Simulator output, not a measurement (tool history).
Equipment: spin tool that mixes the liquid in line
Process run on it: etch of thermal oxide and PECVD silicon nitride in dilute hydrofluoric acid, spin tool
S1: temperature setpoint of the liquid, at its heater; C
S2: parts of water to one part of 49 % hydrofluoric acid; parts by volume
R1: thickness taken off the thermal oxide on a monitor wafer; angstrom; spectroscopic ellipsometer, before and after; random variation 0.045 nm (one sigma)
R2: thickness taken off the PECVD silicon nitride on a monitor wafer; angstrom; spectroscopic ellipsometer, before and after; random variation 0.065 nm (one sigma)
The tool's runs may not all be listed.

Run 1, hour 0.0: S1 23.0 C, S2 215 parts by volume, time under the liquid (s) 180. Result: R1 37.760 angstrom, R2 42.396 angstrom.
Run 2, hour 2.7: S1 25.0 C, S2 210 parts by volume, time under the liquid (s) 180. Result: R1 41.360 angstrom, R2 50.990 angstrom.
Run 3, hour 7.4: S1 25.0 C, S2 210 parts by volume, time under the liquid (s) 140. Result: R1 32.462 angstrom, R2 38.732 angstrom.
Run 4, hour 14.4: S1 25.0 C, S2 175 parts by volume, time under the liquid (s) 140. Result: R1 40.141 angstrom, R2 46.990 angstrom.
Run 5, hour 20.0: S1 25.0 C, S2 230 parts by volume, time under the liquid (s) 140. Result: R1 28.668 angstrom, R2 35.252 angstrom.
Run 6, hour 27.1: S1 26.5 C, S2 210 parts by volume, time under the liquid (s) 140. Result: R1 34.112 angstrom, R2 42.444 angstrom.

Expected results for the next run?
Run 7, hour 35.5: S1 27.5 C, S2 200 parts by volume, time under the liquid (s) 140. Result: R1 ?, R2 ?.

R1: 37.003 angstrom
R2: 47.408 angstrom
